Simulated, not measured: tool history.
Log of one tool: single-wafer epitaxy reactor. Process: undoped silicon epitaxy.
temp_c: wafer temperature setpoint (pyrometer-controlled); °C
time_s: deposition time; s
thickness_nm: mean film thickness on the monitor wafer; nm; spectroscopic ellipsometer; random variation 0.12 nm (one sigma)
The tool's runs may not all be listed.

{"run": 1, "day": 0.0, "temp_c": 635, "time_s": 428, "thickness_nm": 64.876}
{"run": 2, "day": 0.204, "temp_c": 628, "time_s": 409, "thickness_nm": 54.242}
{"run": 3, "day": 0.458, "temp_c": 628, "time_s": 382, "thickness_nm": 50.299}
{"run": 4, "day": 0.696, "temp_c": 628, "time_s": 352, "thickness_nm": 46.505}
{"run": 5, "day": 0.8, "temp_c": 628, "time_s": 375, "thickness_nm": 49.825}
{"run": 6, "day": 0.888, "temp_c": 623, "time_s": 364, "thickness_nm": 43.804}
{"run": 7, "day": 1.1, "temp_c": 619, "time_s": 356, "thickness_nm": 39.309}
{"run": 8, "day": 1.15, "temp_c": 617, "time_s": 353, "thickness_nm": 37.473}
{"run": 9, "day": 1.175, "temp_c": 615, "time_s": 351, "thickness_nm": 35.792}

What will run 10 give?
{"day": 1.329, "done": "pyrometer calibrated"}
{"run": 10, "day": 1.329, "temp_c": 614, "time_s": 350, "thickness_nm": "?"}

{"run 10": {"thickness_nm": 31.536}}

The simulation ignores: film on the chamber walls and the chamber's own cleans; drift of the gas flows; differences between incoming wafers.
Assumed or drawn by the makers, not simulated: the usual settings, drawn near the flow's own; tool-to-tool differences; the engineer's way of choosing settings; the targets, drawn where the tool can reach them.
